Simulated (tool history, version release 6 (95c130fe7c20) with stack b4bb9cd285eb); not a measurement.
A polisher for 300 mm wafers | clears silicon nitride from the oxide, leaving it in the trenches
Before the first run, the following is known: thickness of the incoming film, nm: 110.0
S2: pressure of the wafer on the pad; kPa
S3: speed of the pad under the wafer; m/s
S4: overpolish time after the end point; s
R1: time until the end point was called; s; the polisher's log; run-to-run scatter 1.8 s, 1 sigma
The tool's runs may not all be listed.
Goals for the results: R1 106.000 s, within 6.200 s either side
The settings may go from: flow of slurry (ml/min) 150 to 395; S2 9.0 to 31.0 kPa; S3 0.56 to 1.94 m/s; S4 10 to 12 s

run 1 hour=0.0 | flow_of_slurry_(ml/min)=250 S2=20.0 S3=1.24 S4=12 | R1=81.580
run 2 hour=6.6 | flow_of_slurry_(ml/min)=315 S2=20.0 S3=1.24 S4=12 | R1=80.606
run 3 hour=7.7 | flow_of_slurry_(ml/min)=315 S2=19.3 S3=1.24 S4=12 | R1=83.088
run 4 hour=15.9 | flow_of_slurry_(ml/min)=315 S2=19.3 S3=1.24 S4=12 | R1=81.354
run 5 hour=18.8 | flow_of_slurry_(ml/min)=315 S2=22.1 S3=1.24 S4=12 | R1=71.243
run 6 hour=24.4 | flow_of_slurry_(ml/min)=315 S2=22.1 S3=1.52 S4=12 | R1=60.088
run 7 hour=30.6 | flow_of_slurry_(ml/min)=315 S2=20.0 S3=1.50 S4=12 | R1=65.263
run 8 hour=33.5 | flow_of_slurry_(ml/min)=315 S2=17.9 S3=1.48 S4=12 | R1=75.729

Exercise: of the 4 proposed moves below, exactly one satisfies all targets within the stated allowed misses. Which move is it?
run A hour=36.4 | flow_of_slurry_(ml/min)=245 S2=15.2 S3=1.22 S4=12 | R1=?
run B hour=36.4 | flow_of_slurry_(ml/min)=335 S2=17.9 S3=1.20 S4=12 | R1=?
run C hour=36.4 | flow_of_slurry_(ml/min)=305 S2=13.8 S3=1.58 S4=11 | R1=?
run D hour=36.4 | flow_of_slurry_(ml/min)=290 S2=12.4 S3=1.36 S4=10 | R1=?

move=A R1=106.250
move=B R1=89.069
move=C R1=88.454
move=D R1=113.750
A: in spec on every target
B: closes in on the targets versus the last run, not all within tolerance yet
C: closes in on the targets versus the last run, not all within tolerance yet
D: takes the result that was furthest off past its target
A meets every target.

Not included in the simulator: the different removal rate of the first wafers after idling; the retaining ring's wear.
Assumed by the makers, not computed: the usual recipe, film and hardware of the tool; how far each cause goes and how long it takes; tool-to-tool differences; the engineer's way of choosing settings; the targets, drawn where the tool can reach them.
